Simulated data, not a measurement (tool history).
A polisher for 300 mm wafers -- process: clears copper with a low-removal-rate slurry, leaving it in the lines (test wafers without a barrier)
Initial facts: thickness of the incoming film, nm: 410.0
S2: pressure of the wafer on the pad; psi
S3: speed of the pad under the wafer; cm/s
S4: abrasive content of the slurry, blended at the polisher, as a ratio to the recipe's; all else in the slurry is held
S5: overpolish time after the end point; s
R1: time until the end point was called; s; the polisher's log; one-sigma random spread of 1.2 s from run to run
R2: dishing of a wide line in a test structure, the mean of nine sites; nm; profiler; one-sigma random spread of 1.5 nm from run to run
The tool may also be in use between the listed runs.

Run 1, hour 0.0: flow of slurry (ml/min) 180, S2 2.3 psi, S3 138 cm/s, S4 1.00, S5 29 s. Result: R1 97.475 s, R2 62.962 nm.
Run 2, hour 8.9: flow of slurry (ml/min) 180, S2 2.3 psi, S3 138 cm/s, S4 0.85, S5 29 s. Result: R1 101.480 s, R2 62.860 nm.
Run 3, hour 16.9: flow of slurry (ml/min) 175, S2 2.2 psi, S3 138 cm/s, S4 0.85, S5 33 s. Result: R1 105.950 s, R2 64.318 nm.
Run 4, hour 18.6: flow of slurry (ml/min) 175, S2 2.2 psi, S3 152 cm/s, S4 0.85, S5 33 s. Result: R1 94.601 s, R2 66.757 nm.
Run 5, hour 21.0: flow of slurry (ml/min) 175, S2 1.6 psi, S3 152 cm/s, S4 0.85, S5 33 s. Result: R1 130.400 s, R2 51.221 nm.
Run 6, hour 22.4: flow of slurry (ml/min) 175, S2 1.6 psi, S3 168 cm/s, S4 0.85, S5 33 s. Result: R1 118.220 s, R2 57.904 nm.
Run 7, hour 29.3: flow of slurry (ml/min) 150, S2 1.4 psi, S3 170 cm/s, S4 0.80, S5 46 s. Result: R1 137.510 s, R2 61.315 nm.

Forecast run 8:
Run 8, hour 31.5: flow of slurry (ml/min) 185, S2 1.5 psi, S3 170 cm/s, S4 0.80, S5 50 s. Result: R1 ?, R2 ?.

Run 8 produced R1 124.770 s, R2 70.877 nm.
